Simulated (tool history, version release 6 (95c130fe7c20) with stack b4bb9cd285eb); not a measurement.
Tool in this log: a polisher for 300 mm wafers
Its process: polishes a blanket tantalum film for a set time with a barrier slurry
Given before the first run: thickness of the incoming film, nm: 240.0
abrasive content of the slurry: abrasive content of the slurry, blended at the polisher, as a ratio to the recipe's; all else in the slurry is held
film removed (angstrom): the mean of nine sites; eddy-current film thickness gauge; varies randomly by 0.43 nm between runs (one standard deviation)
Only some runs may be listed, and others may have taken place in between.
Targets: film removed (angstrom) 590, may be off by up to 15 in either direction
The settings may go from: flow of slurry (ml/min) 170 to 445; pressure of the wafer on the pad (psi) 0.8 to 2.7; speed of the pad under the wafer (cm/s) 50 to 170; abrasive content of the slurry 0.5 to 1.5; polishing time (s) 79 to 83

| run | hour | flow of slurry (ml/min) | pressure of the wafer on the pad (psi) | speed of the pad under the wafer (cm/s) | abrasive content of the slurry | polishing time (s) | film removed (angstrom) |
|---|---|---|---|---|---|---|---|
| 1 | 0 | 285 | 1.7 | 110 | 1 | 79 | 1050.8 |
| 2 | 7.8 | 285 | 1.5 | 108 | 1 | 79 | 898.74 |
| 3 | 8.8 | 285 | 1.5 | 108 | 1 | 79 | 914.04 |
| 4 | 11.6 | 285 | 1.3 | 108 | 1 | 79 | 785.33 |
| 5 | 16.9 | 285 | 0.9 | 108 | 1 | 79 | 553.62 |
| 6 | 20.9 | 285 | 0.9 | 108 | 1 | 79 | 562.94 |
| 7 | 28.6 | 290 | 0.9 | 108 | 1 | 79 | 557.93 |
| 8 | 35.9 | 290 | 1 | 108 | 1 | 79 | 616.22 |
| 9 | 40.2 | 280 | 1 | 108 | 1 | 79 | 607.39 |
|  | 41.8 | worn pad replaced by a new one |
| 10 | 41.8 | 275 | 1 | 108 | 1 | 79 | 678.41 |
| 11 | 50.4 | 280 | 1 | 108 | 1 | 79 | 683.97 |
| 12 | 59.2 | 285 | 1 | 108 | 1 | 79 | 684.8 |
| 13 | 62 | 295 | 1 | 108 | 1 | 79 | 687.19 |
| 14 | 64.3 | 285 | 1 | 108 | 1 | 79 | 677.29 |
| 15 | 65.7 | 290 | 1 | 108 | 1 | 79 | 685.81 |

Exercise: of the 5 proposed moves below, exactly one satisfies all targets within the stated allowed misses. Which move is it?
| A | 67.1 | 280 | 0.9 | 104 | 1 | 79 | ? |
| B | 67.1 | 245 | 1 | 116 | 0.7 | 79 | ? |
| C | 67.1 | 170 | 0.9 | 114 | 1.1 | 79 | ? |
| D | 67.1 | 185 | 1.2 | 94 | 0.85 | 79 | ? |
| E | 67.1 | 270 | 1.1 | 86 | 1 | 83 | ? |

| move | film removed (angstrom) |
|---|---|
| A | 590.2 |
| B | 634.95 |
| C | 616.66 |
| D | 632.89 |
| E | 622.09 |
A: meets every target
B: better than the last run, though not everything is in spec
C: better than the last run, though not everything is in spec
D: better than the last run, though not everything is in spec
E: better than the last run, though not everything is in spec
So the answer is move A, the one that meets all the targets.
